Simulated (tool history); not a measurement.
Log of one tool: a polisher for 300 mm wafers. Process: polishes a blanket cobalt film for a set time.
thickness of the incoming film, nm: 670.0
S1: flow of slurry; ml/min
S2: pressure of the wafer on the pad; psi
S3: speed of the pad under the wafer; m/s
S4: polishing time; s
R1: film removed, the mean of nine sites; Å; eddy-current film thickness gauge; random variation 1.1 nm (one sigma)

Run 1, hour 0.0: S1 165 ml/min, S2 1.3 psi, S3 1.16 m/s, S4 81 s. Result: R1 2435.0 Å.
Run 2, hour 6.5: S1 165 ml/min, S2 1.3 psi, S3 1.02 m/s, S4 81 s. Result: R1 2194.1 Å.
Run 3, hour 11.6: S1 165 ml/min, S2 1.3 psi, S3 1.20 m/s, S4 81 s. Result: R1 2545.7 Å.
Run 4, hour 16.2: S1 165 ml/min, S2 1.3 psi, S3 1.36 m/s, S4 81 s. Result: R1 2883.1 Å.
Run 5, hour 21.6: S1 160 ml/min, S2 1.2 psi, S3 1.32 m/s, S4 81 s. Result: R1 2613.9 Å.
Run 6, hour 27.5: S1 160 ml/min, S2 1.1 psi, S3 1.28 m/s, S4 81 s. Result: R1 2419.2 Å.
Run 7, hour 28.7: S1 130 ml/min, S2 0.7 psi, S3 0.96 m/s, S4 81 s. Result: R1 1327.6 Å.
Run 8, hour 35.9: S1 125 ml/min, S2 0.7 psi, S3 0.96 m/s, S4 81 s. Result: R1 1320.7 Å.

Run 9 comes next. What will it give?
Run 9, hour 39.5: S1 120 ml/min, S2 0.7 psi, S3 0.96 m/s, S4 81 s. Result: R1 ?.

Run 9 gave R1 1313.8 Å.
